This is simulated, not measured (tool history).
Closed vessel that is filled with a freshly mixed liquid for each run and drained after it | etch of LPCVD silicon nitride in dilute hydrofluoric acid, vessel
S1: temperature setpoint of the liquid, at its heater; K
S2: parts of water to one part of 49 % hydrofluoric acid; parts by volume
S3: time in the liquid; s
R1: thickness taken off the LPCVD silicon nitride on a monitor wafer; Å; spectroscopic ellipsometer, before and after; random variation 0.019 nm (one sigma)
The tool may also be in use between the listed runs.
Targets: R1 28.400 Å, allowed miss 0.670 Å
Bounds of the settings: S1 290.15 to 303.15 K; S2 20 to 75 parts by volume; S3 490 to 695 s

run	hour	S1	S2	S3	R1
1	0.0	295.15	45	695	62.056
2	1.4	295.15	60	695	46.549
3	10.9	295.15	60	695	46.932
4	20.6	295.15	60	490	32.782
5	23.4	298.15	60	490	40.202
6	31.0	296.65	60	490	36.461
7	40.7	295.65	60	490	34.164
8	43.8	295.15	60	490	32.901
9	50.0	294.65	60	490	31.760
10	59.2	294.15	60	490	30.965
11	62.0	293.65	60	490	29.728

Which of these 4 next moves meets every target?
A	64.8	290.65	55	575	?
B	64.8	295.15	70	490	?
C	64.8	291.65	55	530	?
D	64.8	293.15	55	490	?

move	R1
A	30.650
B	28.200
C	30.311
D	31.113
A: further off than the last run
B: meets every target
C: further off than the last run
D: further off than the last run
Move B is the one to make.
